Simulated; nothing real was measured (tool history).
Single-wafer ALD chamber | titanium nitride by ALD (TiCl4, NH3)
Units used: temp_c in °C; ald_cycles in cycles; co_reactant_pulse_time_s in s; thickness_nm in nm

run,hour,temp_c,ald_cycles,co_reactant_pulse_time_s,thickness_nm
1,0.0,395,74,1.44,1.5935
2,8.4,389,73,1.20,1.5358
3,17.0,396,73,1.20,1.5600
4,25.4,390,72,1.02,1.4784
# hour 32.3: thermocouple changed; heater temperature recalibrated
5,32.3,390,74,1.02,1.5436
6,33.3,390,74,1.02,1.5563

Expected results for the next run?
7,35.6,385,73,0.89,?

thickness_nm: 1.4743 nm
